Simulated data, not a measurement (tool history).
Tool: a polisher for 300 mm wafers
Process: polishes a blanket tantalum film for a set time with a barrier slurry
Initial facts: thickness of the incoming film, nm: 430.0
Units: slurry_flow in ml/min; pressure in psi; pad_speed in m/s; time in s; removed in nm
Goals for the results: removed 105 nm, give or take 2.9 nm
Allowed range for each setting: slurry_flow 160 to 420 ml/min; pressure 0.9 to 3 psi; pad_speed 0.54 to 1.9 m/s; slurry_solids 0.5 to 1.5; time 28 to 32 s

Run 1, hour 0: slurry_flow 270 ml/min, pressure 1.9 psi, pad_speed 1.22 m/s, slurry_solids 1, time 32 s. Result: removed 70.713 nm.
Run 2, hour 2.2: slurry_flow 270 ml/min, pressure 1.9 psi, pad_speed 1.48 m/s, slurry_solids 1, time 32 s. Result: removed 83.982 nm.
Run 3, hour 6.8: slurry_flow 270 ml/min, pressure 1.9 psi, pad_speed 1.48 m/s, slurry_solids 0.8, time 32 s. Result: removed 76.505 nm.
Run 4, hour 13.5: slurry_flow 270 ml/min, pressure 1.6 psi, pad_speed 1.48 m/s, slurry_solids 0.8, time 32 s. Result: removed 66.51 nm.
Run 5, hour 17.3: slurry_flow 275 ml/min, pressure 1.9 psi, pad_speed 1.48 m/s, slurry_solids 0.8, time 32 s. Result: removed 77.135 nm.
Run 6, hour 26.2: slurry_flow 275 ml/min, pressure 2.1 psi, pad_speed 1.48 m/s, slurry_solids 0.8, time 32 s. Result: removed 85.136 nm.
Run 7, hour 27.6: slurry_flow 280 ml/min, pressure 2.2 psi, pad_speed 1.48 m/s, slurry_solids 0.8, time 32 s. Result: removed 87.318 nm.
Run 8, hour 34.2: slurry_flow 280 ml/min, pressure 2.3 psi, pad_speed 1.48 m/s, slurry_solids 0.8, time 32 s. Result: removed 90.889 nm.
Run 9, hour 39.8: slurry_flow 280 ml/min, pressure 2.4 psi, pad_speed 1.48 m/s, slurry_solids 0.8, time 32 s. Result: removed 93.844 nm.
Run 10, hour 48.7: slurry_flow 280 ml/min, pressure 2.5 psi, pad_speed 1.48 m/s, slurry_solids 0.8, time 32 s. Result: removed 96.421 nm.

Which one of the following 4 next-run settings gets every result inside its allowed miss? There is exactly one.
Run A, hour 57.6: slurry_flow 355 ml/min, pressure 2.4 psi, pad_speed 1.5 m/s, slurry_solids 0.75, time 30 s. Result: removed ?.
Run B, hour 57.6: slurry_flow 370 ml/min, pressure 2.2 psi, pad_speed 1.68 m/s, slurry_solids 0.8, time 28 s. Result: removed ?.
Run C, hour 57.6: slurry_flow 260 ml/min, pressure 3 psi, pad_speed 1.46 m/s, slurry_solids 1, time 28 s. Result: removed ?.
Run D, hour 57.6: slurry_flow 290 ml/min, pressure 2.3 psi, pad_speed 1.66 m/s, slurry_solids 0.75, time 32 s. Result: removed ?.

move  removed
   A   88.144
   B   88.402
   C    106.3
   D   98.281
A: lands further from the targets than the last run did
B: lands further from the targets than the last run did
C: every result within its allowed miss
D: moves toward the targets from the last run without getting all of them in spec
So the answer is move C, the one that meets all the targets.
